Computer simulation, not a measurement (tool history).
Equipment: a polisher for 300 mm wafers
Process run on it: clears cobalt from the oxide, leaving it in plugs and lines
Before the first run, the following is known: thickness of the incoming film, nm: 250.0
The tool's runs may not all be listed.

run  hour  flow of slurry (ml/min)  pressure of the wafer on the pad (psi)  speed of the pad under the wafer (m/s)  overpolish time after the end point (s)  time until the end point was called (s)  dishing of a wide line in a test structure (nm)
  1     0                      315                                     1.7                                       1                                       11                                   65.225                                           28.414
  2   3.2                      315                                     1.8                                       1                                       11                                   65.002                                           30.427
  3  11.7                      315                                     1.8                                    1.18                                       11                                   56.895                                           33.122
  4    20                      315                                     1.8                                    1.18                                       15                                   56.069                                           39.727
  5  25.6                      315                                     1.9                                     1.2                                       13                                   53.474                                           37.814
  6  29.7                      315                                       2                                    1.22                                       12                                   50.876                                           36.117
  7  32.4                      315                                     2.1                                    1.22                                       11                                   49.752                                           35.573
  8  34.1                      315                                     2.2                                    1.24                                       10                                   47.319                                           34.194
  9  41.6                      315                                     2.3                                    1.26                                       10                                   46.529                                           35.132
 10  49.8                      315                                     2.3                                    1.26                                       10                                   44.987                                           35.227
 11  58.1                      315                                     2.4                                    1.26                                       10                                   43.937                                           36.541
 12  65.6                      315                                     2.4                                    1.28                                       10                                   42.757                                           36.002
 13  67.4                      315                                     2.6                                     1.3                                        9                                   39.332                                           36.512

Predict the results of run 14:
 14    73                      315                                     2.6                                     1.3                                        8                                        ?                                                ?

time until the end point was called (s): 39.806
dishing of a wide line in a test structure (nm): 33.745
